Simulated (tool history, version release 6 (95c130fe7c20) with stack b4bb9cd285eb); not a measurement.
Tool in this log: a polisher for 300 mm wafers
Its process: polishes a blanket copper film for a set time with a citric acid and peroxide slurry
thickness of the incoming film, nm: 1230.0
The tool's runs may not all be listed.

run	hour	flow of slurry (ml/min)	pressure of the wafer on the pad (kPa)	speed of the pad under the wafer (m/s)	abrasive content of the slurry	polishing time (s)	film removed (angstrom)
1	0.0	210	23.4	1.14	1.00	33	1030.60
2	9.0	210	24.1	1.14	1.00	33	1056.20
3	14.9	210	18.6	1.14	1.00	33	822.22
4	22.9	210	20.0	1.14	1.00	33	878.76
5	28.8	210	20.0	1.14	0.85	33	860.13
6	33.4	210	25.5	1.14	0.85	33	1077.50
7	35.0	210	26.2	1.14	0.85	33	1111.40
8	39.0	210	26.9	1.14	0.85	33	1139.10
9	47.0	210	27.6	1.14	0.85	33	1182.80

What does the tool deliver on the next run?
10	54.8	210	28.3	1.14	0.85	33	?

Run 10 measured film removed (angstrom) 1217.50.
